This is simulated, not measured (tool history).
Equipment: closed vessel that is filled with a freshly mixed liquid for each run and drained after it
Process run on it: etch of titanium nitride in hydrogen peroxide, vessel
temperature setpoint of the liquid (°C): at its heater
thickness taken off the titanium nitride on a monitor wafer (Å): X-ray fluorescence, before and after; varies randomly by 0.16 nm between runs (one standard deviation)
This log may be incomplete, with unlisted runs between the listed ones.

| run | day | temperature setpoint of the liquid (°C) | concentration of hydrogen peroxide in the mixed liquid (% by weight) | time in the liquid (s) | thickness taken off the titanium nitride on a monitor wafer (Å) |
|---|---|---|---|---|---|
| 1 | 0 | 43 | 20.5 | 500 | 101.97 |
| 2 | 0.275 | 45 | 20.5 | 500 | 118.22 |
| 3 | 0.5 | 40 | 20.5 | 500 | 79.778 |
| 4 | 0.871 | 42.5 | 20.5 | 500 | 96.996 |
| 5 | 0.929 | 36.5 | 20.5 | 500 | 60.721 |
| 6 | 1.225 | 36.5 | 23 | 500 | 62.396 |
| 7 | 1.588 | 36.5 | 23 | 500 | 62.576 |
| 8 | 1.633 | 39.5 | 23 | 500 | 79.504 |
| 9 | 1.979 | 42 | 23 | 500 | 95.85 |
| 10 | 2.179 | 44 | 23 | 500 | 112 |

For run 11, what comes out?
| 11 | 2.458 | 45.5 | 23 | 500 | ? |

{"run 11": {"thickness taken off the titanium nitride on a monitor wafer (Å)": 124.95}}

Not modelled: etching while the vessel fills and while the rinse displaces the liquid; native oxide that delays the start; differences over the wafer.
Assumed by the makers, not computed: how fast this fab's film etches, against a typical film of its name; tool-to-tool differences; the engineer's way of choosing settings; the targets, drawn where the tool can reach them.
